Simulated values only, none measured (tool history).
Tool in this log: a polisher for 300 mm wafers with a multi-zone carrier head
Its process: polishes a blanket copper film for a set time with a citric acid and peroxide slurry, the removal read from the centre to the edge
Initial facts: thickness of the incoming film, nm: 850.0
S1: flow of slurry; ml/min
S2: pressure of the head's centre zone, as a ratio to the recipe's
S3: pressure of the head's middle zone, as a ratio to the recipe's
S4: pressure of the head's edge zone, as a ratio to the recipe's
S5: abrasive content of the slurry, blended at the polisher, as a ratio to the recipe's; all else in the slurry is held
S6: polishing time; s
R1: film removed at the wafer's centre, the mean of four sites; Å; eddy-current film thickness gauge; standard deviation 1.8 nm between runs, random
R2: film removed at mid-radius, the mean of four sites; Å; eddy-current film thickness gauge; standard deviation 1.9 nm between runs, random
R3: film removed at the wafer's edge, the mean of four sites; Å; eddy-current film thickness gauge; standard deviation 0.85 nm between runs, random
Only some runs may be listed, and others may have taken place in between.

| run | day | S1 | S2 | S3 | S4 | S5 | S6 | R1 | R2 | R3 |
|---|---|---|---|---|---|---|---|---|---|---|
| 1 | 0.000 | 215 | 1.00 | 1.00 | 1.00 | 1.00 | 39 | 1198.6 | 1121.4 | 1160.8 |
| 2 | 0.279 | 215 | 1.00 | 1.00 | 1.00 | 0.85 | 39 | 1143.5 | 1079.5 | 1110.2 |
| 3 | 0.625 | 170 | 1.00 | 1.00 | 1.00 | 0.85 | 39 | 1111.8 | 1081.8 | 1097.7 |
| 4 | 0.800 | 170 | 1.01 | 1.03 | 1.03 | 0.90 | 39 | 1137.3 | 1091.4 | 1127.0 |
| 5 | 0.854 | 170 | 1.01 | 0.98 | 1.03 | 0.90 | 39 | 1156.5 | 1065.4 | 1134.4 |
| 6 | 1.117 | 170 | 1.01 | 0.98 | 1.03 | 1.00 | 39 | 1147.5 | 1073.5 | 1158.6 |

Run 7, settings as shown, results not yet in. Your forecast:
| 7 | 1.388 | 180 | 1.01 | 1.02 | 1.04 | 1.05 | 39 | ? | ? | ? |

Run 7 gave R1 1175.8 Å, R2 1128.5 Å, R3 1172.2 Å.
